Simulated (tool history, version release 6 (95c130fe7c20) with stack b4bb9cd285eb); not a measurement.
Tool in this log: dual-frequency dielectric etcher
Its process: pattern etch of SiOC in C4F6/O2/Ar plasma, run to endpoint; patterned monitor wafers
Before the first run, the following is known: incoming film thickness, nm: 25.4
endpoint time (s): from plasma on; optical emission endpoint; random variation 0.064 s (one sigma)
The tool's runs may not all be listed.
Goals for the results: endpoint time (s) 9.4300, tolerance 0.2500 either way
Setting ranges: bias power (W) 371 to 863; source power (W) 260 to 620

run 1 hour=0.0 | bias_power_(W)=617 source_power_(W)=440 | endpoint_time_(s)=8.5687
run 2 hour=1.8 | bias_power_(W)=617 source_power_(W)=480 | endpoint_time_(s)=8.2845
run 3 hour=2.5 | bias_power_(W)=617 source_power_(W)=510 | endpoint_time_(s)=8.0276
run 4 hour=7.7 | bias_power_(W)=617 source_power_(W)=540 | endpoint_time_(s)=7.8585
-- hour=12.3 bias power generator calibrated
run 5 hour=12.3 | bias_power_(W)=595 source_power_(W)=530 | endpoint_time_(s)=7.9142
run 6 hour=18.9 | bias_power_(W)=595 source_power_(W)=490 | endpoint_time_(s)=8.2298
run 7 hour=27.8 | bias_power_(W)=581 source_power_(W)=480 | endpoint_time_(s)=8.3785
run 8 hour=30.1 | bias_power_(W)=567 source_power_(W)=470 | endpoint_time_(s)=8.4696
run 9 hour=34.2 | bias_power_(W)=556 source_power_(W)=460 | endpoint_time_(s)=8.5829
run 10 hour=34.8 | bias_power_(W)=546 source_power_(W)=450 | endpoint_time_(s)=8.6432
run 11 hour=37.9 | bias_power_(W)=538 source_power_(W)=440 | endpoint_time_(s)=8.7069
run 12 hour=46.1 | bias_power_(W)=531 source_power_(W)=430 | endpoint_time_(s)=8.8714
run 13 hour=47.8 | bias_power_(W)=524 source_power_(W)=430 | endpoint_time_(s)=9.0333
run 14 hour=49.2 | bias_power_(W)=518 source_power_(W)=430 | endpoint_time_(s)=8.9262
run 15 hour=50.9 | bias_power_(W)=518 source_power_(W)=430 | endpoint_time_(s)=8.9370
run 16 hour=54.3 | bias_power_(W)=511 source_power_(W)=430 | endpoint_time_(s)=8.9616
run 17 hour=55.5 | bias_power_(W)=511 source_power_(W)=430 | endpoint_time_(s)=8.8830

4 next moves are on the table. One of them brings every result within its allowed miss. Which?
run A hour=56.7 | bias_power_(W)=567 source_power_(W)=500 | endpoint_time_(s)=?
run B hour=56.7 | bias_power_(W)=452 source_power_(W)=400 | endpoint_time_(s)=?
run C hour=56.7 | bias_power_(W)=537 source_power_(W)=510 | endpoint_time_(s)=?
run D hour=56.7 | bias_power_(W)=530 source_power_(W)=520 | endpoint_time_(s)=?

move=A endpoint_time_(s)=8.2030
move=B endpoint_time_(s)=9.5001
move=C endpoint_time_(s)=8.2757
move=D endpoint_time_(s)=8.2487
A: further off than the last run
B: in spec on every target
C: further off than the last run
D: further off than the last run
The right move is B.
